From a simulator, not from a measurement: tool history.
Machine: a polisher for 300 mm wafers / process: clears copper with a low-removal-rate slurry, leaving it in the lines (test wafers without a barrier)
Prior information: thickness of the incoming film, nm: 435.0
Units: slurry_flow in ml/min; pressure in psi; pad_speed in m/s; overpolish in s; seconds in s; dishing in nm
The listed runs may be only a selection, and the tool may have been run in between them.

run,day,slurry_flow,pressure,pad_speed,slurry_solids,overpolish,seconds,dishing
1,0.000,190,3.9,1.34,1.0,15,86.290,48.930
2,0.029,190,3.9,1.66,1.0,15,74.187,53.260
3,0.096,190,4.1,1.66,1.0,16,71.049,59.862
4,0.433,190,4.1,1.66,1.0,20,71.521,70.901
5,0.696,190,3.5,1.66,1.0,20,81.691,60.781
6,0.796,190,3.8,1.68,1.0,20,76.853,68.068

Forecast run 7:
7,1.104,190,4.1,1.70,1.0,20,?,?

Logged for run 7: seconds 68.195 s, dishing 69.085 nm.
